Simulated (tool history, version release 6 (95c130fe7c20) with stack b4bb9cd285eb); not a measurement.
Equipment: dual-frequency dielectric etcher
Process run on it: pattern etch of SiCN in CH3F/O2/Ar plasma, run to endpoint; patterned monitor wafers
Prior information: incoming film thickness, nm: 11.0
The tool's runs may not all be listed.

{"run": 1, "day": 0.0, "source power (kW)": 0.45, "bias power (kW)": 0.061, "endpoint time (s)": 27.078}
{"run": 2, "day": 0.367, "source power (kW)": 0.48, "bias power (kW)": 0.061, "endpoint time (s)": 26.545}
{"run": 3, "day": 0.683, "source power (kW)": 0.48, "bias power (kW)": 0.057, "endpoint time (s)": 27.2}
{"run": 4, "day": 0.804, "source power (kW)": 0.44, "bias power (kW)": 0.057, "endpoint time (s)": 27.85}
{"run": 5, "day": 1.096, "source power (kW)": 0.48, "bias power (kW)": 0.059, "endpoint time (s)": 26.875}
{"run": 6, "day": 1.167, "source power (kW)": 0.48, "bias power (kW)": 0.067, "endpoint time (s)": 25.434}

What will run 7 give?
{"run": 7, "day": 1.533, "source power (kW)": 0.5, "bias power (kW)": 0.067, "endpoint time (s)": "?"}

{"run 7": {"endpoint time (s)": 25.131}}
